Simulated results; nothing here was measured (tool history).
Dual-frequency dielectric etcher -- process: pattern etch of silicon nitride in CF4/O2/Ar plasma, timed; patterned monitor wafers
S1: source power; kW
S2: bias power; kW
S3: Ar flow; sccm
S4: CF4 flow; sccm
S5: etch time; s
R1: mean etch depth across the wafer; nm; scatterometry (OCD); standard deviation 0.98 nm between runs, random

run  hour     S1     S2   S3   S4   S5      R1
  1   0.0  0.730  0.059  112   97  181  511.75
  2   5.7  0.710  0.059  112   97  181  501.78
  3   6.4  0.690  0.059  112   97  181  492.70
  4   8.5  0.680  0.059  112   97  181  488.69
  5  12.4  0.680  0.059  112  106  181  493.65
  6  19.4  0.670  0.059  112  106  181  491.56
  7  20.5  0.670  0.059  112  106  181  491.35

Run 8 is up next; what results do you expect?
  8  27.2  0.660  0.059  112  106  181   ?

{"run 8": {"R1": 485.28}}
